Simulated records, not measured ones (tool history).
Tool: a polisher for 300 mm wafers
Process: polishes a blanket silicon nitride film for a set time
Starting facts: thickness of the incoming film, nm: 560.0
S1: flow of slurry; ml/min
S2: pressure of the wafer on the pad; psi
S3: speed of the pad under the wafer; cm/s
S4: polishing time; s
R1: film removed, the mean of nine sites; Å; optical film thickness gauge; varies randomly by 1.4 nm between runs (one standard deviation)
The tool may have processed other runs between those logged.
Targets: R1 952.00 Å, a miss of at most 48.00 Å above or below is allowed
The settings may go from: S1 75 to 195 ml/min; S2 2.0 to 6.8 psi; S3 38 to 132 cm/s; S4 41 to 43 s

{"run": 1, "hour": 0.0, "S1": 125, "S2": 4.4, "S3": 84, "S4": 41, "R1": 757.49}
{"run": 2, "hour": 1.9, "S1": 125, "S2": 4.6, "S3": 84, "S4": 41, "R1": 783.41}
{"run": 3, "hour": 5.5, "S1": 125, "S2": 4.6, "S3": 84, "S4": 41, "R1": 796.77}
{"run": 4, "hour": 6.4, "S1": 125, "S2": 4.8, "S3": 84, "S4": 41, "R1": 824.41}
{"run": 5, "hour": 8.8, "S1": 150, "S2": 4.8, "S3": 84, "S4": 41, "R1": 840.67}
{"run": 6, "hour": 12.3, "S1": 150, "S2": 4.9, "S3": 84, "S4": 41, "R1": 882.98}
{"run": 7, "hour": 14.0, "S1": 150, "S2": 4.9, "S3": 84, "S4": 41, "R1": 857.31}
{"run": 8, "hour": 16.5, "S1": 150, "S2": 5.0, "S3": 84, "S4": 41, "R1": 861.27}

Which one of the following 5 next-run settings gets every result inside its allowed miss? There is exactly one.
{"run": "A", "hour": 19.0, "S1": 140, "S2": 5.6, "S3": 82, "S4": 41, "R1": "?"}
{"run": "B", "hour": 19.0, "S1": 145, "S2": 4.5, "S3": 72, "S4": 41, "R1": "?"}
{"run": "C", "hour": 19.0, "S1": 160, "S2": 4.6, "S3": 78, "S4": 43, "R1": "?"}
{"run": "D", "hour": 19.0, "S1": 125, "S2": 4.8, "S3": 80, "S4": 41, "R1": "?"}
{"run": "E", "hour": 19.0, "S1": 165, "S2": 4.2, "S3": 76, "S4": 42, "R1": "?"}

move=A R1=955.14
move=B R1=729.67
move=C R1=826.65
move=D R1=793.32
move=E R1=733.70
A: all results in spec
B: moves away from the targets compared with the last run
C: moves away from the targets compared with the last run
D: moves away from the targets compared with the last run
E: moves away from the targets compared with the last run
Go with A: it meets all targets.
